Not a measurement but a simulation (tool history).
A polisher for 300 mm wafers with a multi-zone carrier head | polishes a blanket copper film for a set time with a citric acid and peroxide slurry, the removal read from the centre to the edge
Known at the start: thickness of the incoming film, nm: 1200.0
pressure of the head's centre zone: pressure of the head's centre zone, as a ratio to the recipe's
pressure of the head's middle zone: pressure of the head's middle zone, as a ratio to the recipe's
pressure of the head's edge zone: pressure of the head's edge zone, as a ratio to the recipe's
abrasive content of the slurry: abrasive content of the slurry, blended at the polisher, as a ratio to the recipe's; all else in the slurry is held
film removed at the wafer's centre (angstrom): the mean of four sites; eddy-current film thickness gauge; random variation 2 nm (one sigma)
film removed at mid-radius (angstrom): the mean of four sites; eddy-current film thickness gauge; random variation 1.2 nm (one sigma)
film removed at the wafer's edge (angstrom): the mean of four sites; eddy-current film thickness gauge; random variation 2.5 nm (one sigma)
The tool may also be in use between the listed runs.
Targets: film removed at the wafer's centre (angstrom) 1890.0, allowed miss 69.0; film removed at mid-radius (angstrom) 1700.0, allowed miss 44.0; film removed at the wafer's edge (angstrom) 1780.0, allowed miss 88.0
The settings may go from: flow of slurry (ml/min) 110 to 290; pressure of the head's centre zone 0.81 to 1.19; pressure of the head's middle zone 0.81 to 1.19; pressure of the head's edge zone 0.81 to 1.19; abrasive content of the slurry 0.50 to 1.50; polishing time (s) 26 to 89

run	day	flow of slurry (ml/min)	pressure of the head's centre zone	pressure of the head's middle zone	pressure of the head's edge zone	abrasive content of the slurry	polishing time (s)	film removed at the wafer's centre (angstrom)	film removed at mid-radius (angstrom)	film removed at the wafer's edge (angstrom)
1	0.000	185	1.00	1.00	1.00	1.00	57	1327.6	1575.6	1442.4
2	0.296	185	1.00	1.00	1.00	1.00	64	1516.4	1780.0	1700.2
3	0.492	185	1.00	1.00	1.08	1.00	64	1521.3	1755.0	1726.7
4	0.517	195	1.04	0.98	1.08	1.00	64	1581.7	1732.9	1703.8
5	0.646	200	1.07	0.96	1.10	1.05	64	1662.5	1734.7	1731.5
6	0.988	205	1.09	0.94	1.11	1.05	64	1729.5	1712.8	1750.3
7	1.346	210	1.10	0.93	1.11	1.05	64	1705.3	1703.5	1792.6
8	1.554	205	1.12	0.93	1.12	1.10	64	1770.9	1729.6	1822.8
9	1.575	210	1.14	0.92	1.11	1.05	64	1762.9	1695.5	1796.6
10	1.658	230	1.15	0.91	1.10	1.05	63	1791.4	1658.3	1773.4
11	1.812	235	1.16	0.92	1.10	1.05	63	1821.0	1688.7	1737.5
12	1.942	235	1.17	0.92	1.10	1.05	63	1846.8	1701.0	1785.4

Which of these 4 next moves meets every target?
A	2.071	200	1.09	0.88	1.09	1.10	70	?	?	?
B	2.071	265	1.12	0.91	1.15	1.20	62	?	?	?
C	2.071	215	1.19	0.92	1.09	1.15	63	?	?	?
D	2.071	200	1.10	0.85	1.19	1.00	66	?	?	?

move	film removed at the wafer's centre (angstrom)	film removed at mid-radius (angstrom)	film removed at the wafer's edge (angstrom)
A	1833.2	1815.7	1941.9
B	1756.8	1726.2	1841.2
C	1838.3	1714.6	1775.2
D	1704.8	1633.9	1872.9
A: brings the result that was furthest off to its target, and leaves another outside
B: further off than the last run
C: meets every target
D: further off than the last run
Move C is the one to make.

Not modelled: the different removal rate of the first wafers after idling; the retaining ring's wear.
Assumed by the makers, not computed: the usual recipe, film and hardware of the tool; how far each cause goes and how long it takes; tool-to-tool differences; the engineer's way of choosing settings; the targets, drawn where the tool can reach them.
